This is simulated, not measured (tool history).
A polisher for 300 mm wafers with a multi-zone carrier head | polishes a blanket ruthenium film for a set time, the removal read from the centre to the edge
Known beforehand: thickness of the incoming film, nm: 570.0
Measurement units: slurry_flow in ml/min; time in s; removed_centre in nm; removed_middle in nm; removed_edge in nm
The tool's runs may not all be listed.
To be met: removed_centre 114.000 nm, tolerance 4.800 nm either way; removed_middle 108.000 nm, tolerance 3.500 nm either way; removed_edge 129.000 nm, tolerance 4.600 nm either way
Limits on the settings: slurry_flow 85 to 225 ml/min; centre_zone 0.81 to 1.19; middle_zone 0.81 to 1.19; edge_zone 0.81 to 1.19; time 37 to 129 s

run	hour	slurry_flow	centre_zone	middle_zone	edge_zone	time	removed_centre	removed_middle	removed_edge
1	0.0	145	1.00	1.00	1.00	83	82.366	82.132	86.874
2	4.4	150	1.00	0.99	1.03	87	86.269	87.213	91.230
3	5.1	150	1.00	1.07	1.03	87	87.358	92.641	91.845
4	10.1	150	1.00	1.03	1.05	92	89.167	95.720	97.137
5	16.4	150	1.02	0.99	1.07	96	97.395	96.228	103.050
6	25.3	150	1.02	0.97	1.09	99	99.435	96.030	107.410
7	30.8	155	1.02	0.96	1.11	101	102.710	98.613	110.200
8	36.8	155	1.02	0.95	1.12	103	103.200	99.578	110.230
9	39.0	145	1.02	0.95	1.13	106	106.450	101.390	112.520
10	41.1	155	1.02	0.94	1.14	107	108.780	102.810	116.850

Which single option among these 5 for the next run brings every result within its allowed miss of target? Just one does.
A	43.2	155	1.03	0.96	1.11	112	?	?	?
B	43.2	135	1.11	0.97	1.14	119	?	?	?
C	43.2	170	0.98	0.90	1.17	114	?	?	?
D	43.2	160	1.17	0.87	1.15	108	?	?	?
E	43.2	175	0.97	1.01	1.14	115	?	?	?

move	removed_centre	removed_middle	removed_edge
A	114.360	108.040	122.380
B	127.280	112.720	128.850
C	112.630	106.330	128.490
D	126.080	97.094	120.120
E	113.110	117.790	128.660
A: better than the last run, though not everything is in spec
B: meets the target for the result that was furthest off, but another lies outside its allowed miss
C: in spec on every target
D: the biggest miss grows against the last run
E: meets the target for the result that was furthest off, but another lies outside its allowed miss
Answer: C
